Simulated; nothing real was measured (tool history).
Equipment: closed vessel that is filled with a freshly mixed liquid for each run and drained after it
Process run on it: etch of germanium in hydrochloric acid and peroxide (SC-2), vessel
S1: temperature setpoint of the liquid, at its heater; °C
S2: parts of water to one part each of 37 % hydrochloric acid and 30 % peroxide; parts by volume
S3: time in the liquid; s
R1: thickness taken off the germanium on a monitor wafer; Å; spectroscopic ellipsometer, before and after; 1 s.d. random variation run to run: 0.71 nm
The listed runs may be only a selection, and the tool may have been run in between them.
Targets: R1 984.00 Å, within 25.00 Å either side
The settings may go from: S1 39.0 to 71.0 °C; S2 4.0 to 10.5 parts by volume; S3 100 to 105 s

run  hour    S1   S2   S3       R1
  1   0.0  55.0  5.5  100  1390.20
  2   5.8  55.0  4.0  100  1399.50
  3   9.9  53.5  4.0  100  1342.00
  4  16.6  53.5  4.0  100  1346.90
  5  18.4  53.5  4.0  105  1426.00
  6  20.6  53.5  4.0  100  1338.40
  7  24.3  52.0  4.0  100  1283.40
  8  30.2  51.0  4.0  100  1240.50
  9  34.9  50.0  4.0  100  1197.10
 10  43.1  49.0  4.0  100  1155.40
 11  50.1  48.5  4.0  100  1140.40
 12  59.2  48.0  4.0  100  1125.40
 13  63.2  47.5  4.0  100  1105.40
 14  64.6  47.0  4.0  100  1098.20
 15  71.7  47.0  4.0  100  1084.00
 16  72.6  46.5  4.0  100  1071.70
 17  76.6  46.0  4.0  100  1063.80
 18  80.4  46.0  4.0  100  1038.70
 19  87.6  45.0  4.0  100  1025.30

Below are 4 possible settings for the next run. Only one of them brings all results inside the allowed miss of their targets. Which is it?
  A  94.8  44.0  4.0  100   ?
  B  94.8  44.5  4.0  105   ?
  C  94.8  42.0  4.0  100   ?
  D  94.8  44.0  4.0  105   ?

move       R1
   A   987.21
   B  1054.10
   C   922.52
   D  1036.60
A: each result inside its tolerance
B: its largest miss is bigger than the last run's
C: takes the biggest miss from the last run beyond its target
D: its largest miss is bigger than the last run's
Go with A: it meets all targets.
